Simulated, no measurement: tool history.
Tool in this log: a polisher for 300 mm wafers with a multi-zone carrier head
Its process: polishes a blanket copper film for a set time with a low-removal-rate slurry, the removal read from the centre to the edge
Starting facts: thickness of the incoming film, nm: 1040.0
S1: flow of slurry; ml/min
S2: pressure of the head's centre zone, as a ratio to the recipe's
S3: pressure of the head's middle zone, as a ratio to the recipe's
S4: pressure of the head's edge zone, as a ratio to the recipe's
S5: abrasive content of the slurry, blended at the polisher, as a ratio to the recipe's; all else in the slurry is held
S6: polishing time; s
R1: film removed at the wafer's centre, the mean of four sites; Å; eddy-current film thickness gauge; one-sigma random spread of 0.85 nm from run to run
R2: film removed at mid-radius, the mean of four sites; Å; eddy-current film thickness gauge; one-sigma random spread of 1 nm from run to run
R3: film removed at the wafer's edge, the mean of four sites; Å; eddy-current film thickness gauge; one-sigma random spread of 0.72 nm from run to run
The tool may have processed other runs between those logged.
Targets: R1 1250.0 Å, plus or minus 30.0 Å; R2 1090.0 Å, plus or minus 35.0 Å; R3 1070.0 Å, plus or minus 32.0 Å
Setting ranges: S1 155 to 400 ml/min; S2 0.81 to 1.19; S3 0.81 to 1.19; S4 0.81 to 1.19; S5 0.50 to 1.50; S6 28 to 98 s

{"run": 1, "hour": 0.0, "S1": 255, "S2": 1.0, "S3": 1.0, "S4": 1.0, "S5": 1.0, "S6": 63, "R1": 1539.8, "R2": 1528.5, "R3": 1533.0}
{"run": 2, "hour": 2.9, "S1": 255, "S2": 1.0, "S3": 1.03, "S4": 1.0, "S5": 1.0, "S6": 63, "R1": 1559.2, "R2": 1563.0, "R3": 1543.8}
{"run": 3, "hour": 7.8, "S1": 255, "S2": 1.0, "S3": 1.03, "S4": 0.95, "S5": 1.0, "S6": 63, "R1": 1558.7, "R2": 1553.9, "R3": 1499.2}
{"run": 4, "hour": 10.9, "S1": 210, "S2": 1.0, "S3": 1.03, "S4": 0.95, "S5": 1.0, "S6": 63, "R1": 1528.0, "R2": 1529.9, "R3": 1492.6}
{"run": 5, "hour": 16.1, "S1": 240, "S2": 1.02, "S3": 1.0, "S4": 0.92, "S5": 0.85, "S6": 59, "R1": 1409.2, "R2": 1350.5, "R3": 1320.8}
{"run": 6, "hour": 16.6, "S1": 240, "S2": 1.02, "S3": 1.0, "S4": 0.92, "S5": 1.0, "S6": 59, "R1": 1463.6, "R2": 1423.6, "R3": 1388.1}
{"run": 7, "hour": 23.1, "S1": 260, "S2": 1.03, "S3": 0.98, "S4": 0.9, "S5": 0.85, "S6": 57, "R1": 1386.7, "R2": 1302.7, "R3": 1283.8}
{"run": 8, "hour": 26.6, "S1": 260, "S2": 1.04, "S3": 0.97, "S4": 0.88, "S5": 0.75, "S6": 56, "R1": 1303.3, "R2": 1220.9, "R3": 1197.1}
{"run": 9, "hour": 27.3, "S1": 255, "S2": 1.06, "S3": 0.96, "S4": 0.86, "S5": 0.7, "S6": 56, "R1": 1303.8, "R2": 1174.2, "R3": 1179.7}
{"run": 10, "hour": 32.3, "S1": 255, "S2": 1.06, "S3": 0.96, "S4": 0.86, "S5": 0.7, "S6": 56, "R1": 1285.7, "R2": 1179.7, "R3": 1160.6}
{"run": 11, "hour": 36.4, "S1": 245, "S2": 1.08, "S3": 0.96, "S4": 0.85, "S5": 0.65, "S6": 56, "R1": 1293.1, "R2": 1150.2, "R3": 1117.4}
{"run": 12, "hour": 41.6, "S1": 230, "S2": 1.08, "S3": 0.95, "S4": 0.84, "S5": 0.65, "S6": 56, "R1": 1280.1, "R2": 1111.5, "R3": 1109.5}
{"run": 13, "hour": 43.2, "S1": 230, "S2": 1.08, "S3": 0.95, "S4": 0.84, "S5": 0.65, "S6": 56, "R1": 1296.0, "R2": 1122.1, "R3": 1105.8}
{"run": 14, "hour": 47.2, "S1": 220, "S2": 1.07, "S3": 0.95, "S4": 0.83, "S5": 0.65, "S6": 56, "R1": 1276.3, "R2": 1102.6, "R3": 1113.0}
{"run": 15, "hour": 51.8, "S1": 220, "S2": 1.07, "S3": 0.96, "S4": 0.82, "S5": 0.65, "S6": 56, "R1": 1269.3, "R2": 1127.1, "R3": 1106.0}
{"run": 16, "hour": 60.2, "S1": 215, "S2": 1.07, "S3": 0.96, "S4": 0.82, "S5": 0.65, "S6": 56, "R1": 1267.8, "R2": 1140.3, "R3": 1104.3}
{"run": 17, "hour": 68.5, "S1": 210, "S2": 1.07, "S3": 0.96, "S4": 0.82, "S5": 0.65, "S6": 56, "R1": 1258.3, "R2": 1133.0, "R3": 1096.1}

Which of these 4 next moves meets every target?
{"run": "A", "hour": 76.8, "S1": 230, "S2": 1.09, "S3": 0.95, "S4": 0.82, "S5": 0.55, "S6": 57, "R1": "?", "R2": "?", "R3": "?"}
{"run": "B", "hour": 76.8, "S1": 175, "S2": 0.99, "S3": 0.95, "S4": 0.83, "S5": 0.7, "S6": 59, "R1": "?", "R2": "?", "R3": "?"}
{"run": "C", "hour": 76.8, "S1": 255, "S2": 1.03, "S3": 0.89, "S4": 0.88, "S5": 0.85, "S6": 52, "R1": "?", "R2": "?", "R3": "?"}
{"run": "D", "hour": 76.8, "S1": 195, "S2": 1.05, "S3": 0.88, "S4": 0.88, "S5": 0.65, "S6": 58, "R1": "?", "R2": "?", "R3": "?"}

move=A R1=1242.9 R2=1090.0 R3=1068.5
move=B R1=1229.5 R2=1192.2 R3=1181.1
move=C R1=1248.0 R2=1097.1 R3=1161.1
move=D R1=1267.0 R2=1085.2 R3=1167.0
A: all results land within tolerance of their targets
B: its largest miss is bigger than the last run's
C: gets the furthest-off result to its target, but another result is out of tolerance
D: gets the furthest-off result to its target, but another result is out of tolerance
Correct choice: A, which meets every target
